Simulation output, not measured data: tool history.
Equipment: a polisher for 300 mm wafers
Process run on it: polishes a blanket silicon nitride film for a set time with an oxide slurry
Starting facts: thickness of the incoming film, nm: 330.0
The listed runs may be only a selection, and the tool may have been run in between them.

run	day	flow of slurry (ml/min)	pressure of the wafer on the pad (kPa)	speed of the pad under the wafer (cm/s)	abrasive content of the slurry	polishing time (s)	film removed (nm)
1	0	215	33.8	102	1	106	108.9
2	0.312	215	31.7	96	1	106	98.113
3	0.488	215	31.7	96	1	111	102.13
4	0.846	215	35.2	96	1	111	115.04
5	1.133	215	33.1	90	1	111	103.61
6	1.471	240	33.1	90	1	111	105.67
7	1.829	240	31	86	1	111	92.615
8	2.075	240	29.6	82	1	111	90.284
9	2.338	240	28.3	78	0.95	110	79.571
10	2.458	240	26.9	74	0.95	110	74.482
11	2.754	240	25.5	70	0.95	110	68.522
12	3.096	240	24.1	68	0.95	110	61.63
13	3.408	235	23.4	68	0.95	110	60.919
14	3.717	230	22.8	66	0.95	110	57.104
15	3.929	225	22.1	66	0.95	110	55.794
16	4.092	220	21.4	66	0.95	110	53.671
17	4.312	215	20.7	66	0.95	110	52.9
18	4.633	210	20	66	0.95	110	52.242
19	4.658	210	19.3	64	0.95	110	49.209
20	4.717	210	15.2	52	0.95	110	34.593

Forecast run 21:
21	4.875	215	15.2	52	0.95	110	?

Run 21 gave film removed (nm) 34.83.
